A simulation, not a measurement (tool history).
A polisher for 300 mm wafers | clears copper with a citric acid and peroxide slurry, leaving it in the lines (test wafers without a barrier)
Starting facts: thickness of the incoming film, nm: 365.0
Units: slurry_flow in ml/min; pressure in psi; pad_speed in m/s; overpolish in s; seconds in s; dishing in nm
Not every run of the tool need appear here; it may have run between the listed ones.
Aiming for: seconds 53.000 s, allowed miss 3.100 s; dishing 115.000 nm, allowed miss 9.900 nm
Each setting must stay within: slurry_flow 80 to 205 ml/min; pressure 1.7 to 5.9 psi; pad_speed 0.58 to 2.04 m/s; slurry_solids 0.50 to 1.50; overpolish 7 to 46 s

run	hour	slurry_flow	pressure	pad_speed	slurry_solids	overpolish	seconds	dishing
1	0.0	135	3.8	1.30	1.00	24	85.513	62.510
2	4.9	135	4.0	1.30	1.00	25	83.192	68.132
3	11.6	135	4.2	1.30	1.00	25	76.140	70.292
4	18.8	135	4.3	1.30	1.00	26	76.351	74.076
5	24.9	135	4.4	1.30	1.00	26	73.455	75.527
6	30.2	135	4.5	1.30	1.00	27	72.002	75.534
7	33.4	135	4.6	1.30	1.00	28	72.223	78.584
8	40.1	135	4.7	1.30	1.00	29	68.435	79.795
9	44.7	135	4.7	1.30	1.00	29	70.618	88.737
10	48.4	135	4.8	1.30	1.00	29	67.987	85.132
11	51.9	135	4.9	1.30	1.00	29	68.090	86.656
12	57.8	135	5.0	1.30	1.00	29	65.242	89.748
# hour 62.5: worn pad replaced by a new one
13	62.5	135	5.1	1.30	1.00	29	58.263	94.974
14	63.7	140	5.3	1.30	1.00	32	56.488	102.780

Exercise: of the 5 proposed moves below, exactly one satisfies all targets within the stated allowed misses. Which move is it?
A	64.9	125	4.7	1.40	0.85	43	?	?
B	64.9	115	5.4	1.40	1.10	34	?	?
C	64.9	155	4.9	1.36	0.90	34	?	?
D	64.9	120	5.6	1.12	0.95	26	?	?
E	64.9	180	5.7	1.36	1.10	30	?	?

move	seconds	dishing
A	64.171	113.830
B	53.571	112.500
C	59.543	104.340
D	63.913	84.443
E	47.655	112.730
A: puts the biggest miss on target and leaves a different result outside tolerance
B: every result within its allowed miss
C: misses by more than the last run did
D: misses by more than the last run did
E: puts the biggest miss on target and leaves a different result outside tolerance
Go with B: it meets all targets.
